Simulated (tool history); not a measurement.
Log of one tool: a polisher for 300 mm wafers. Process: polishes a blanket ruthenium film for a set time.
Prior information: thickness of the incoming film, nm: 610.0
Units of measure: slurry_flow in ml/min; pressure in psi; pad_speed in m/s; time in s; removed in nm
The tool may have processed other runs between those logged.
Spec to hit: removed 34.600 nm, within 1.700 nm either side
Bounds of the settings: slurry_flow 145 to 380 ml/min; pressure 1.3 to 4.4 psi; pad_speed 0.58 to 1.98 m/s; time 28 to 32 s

run 1 hour=0.0 | slurry_flow=245 pressure=2.8 pad_speed=1.28 time=32 | removed=60.190
run 2 hour=2.6 | slurry_flow=245 pressure=2.8 pad_speed=1.46 time=32 | removed=64.966
run 3 hour=5.1 | slurry_flow=245 pressure=2.7 pad_speed=1.44 time=32 | removed=63.066
run 4 hour=8.7 | slurry_flow=245 pressure=2.7 pad_speed=1.16 time=32 | removed=54.063
run 5 hour=15.5 | slurry_flow=300 pressure=2.7 pad_speed=1.16 time=32 | removed=54.658
run 6 hour=23.6 | slurry_flow=335 pressure=2.7 pad_speed=1.16 time=32 | removed=54.022
run 7 hour=25.4 | slurry_flow=335 pressure=1.9 pad_speed=1.10 time=32 | removed=37.388
run 8 hour=27.1 | slurry_flow=335 pressure=1.9 pad_speed=1.10 time=32 | removed=36.977

Next run, 4 choices. One meets every target within its allowed miss, the rest don't. Which?
run A hour=28.8 | slurry_flow=300 pressure=1.5 pad_speed=1.52 time=32 | removed=?
run B hour=28.8 | slurry_flow=355 pressure=1.8 pad_speed=1.08 time=32 | removed=?
run C hour=28.8 | slurry_flow=335 pressure=2.1 pad_speed=1.14 time=31 | removed=?
run D hour=28.8 | slurry_flow=350 pressure=2.3 pad_speed=0.92 time=32 | removed=?

move=A removed=38.242
move=B removed=34.663
move=C removed=40.496
move=D removed=38.585
A: its largest miss is bigger than the last run's
B: in spec on every target
C: its largest miss is bigger than the last run's
D: its largest miss is bigger than the last run's
Answer: B
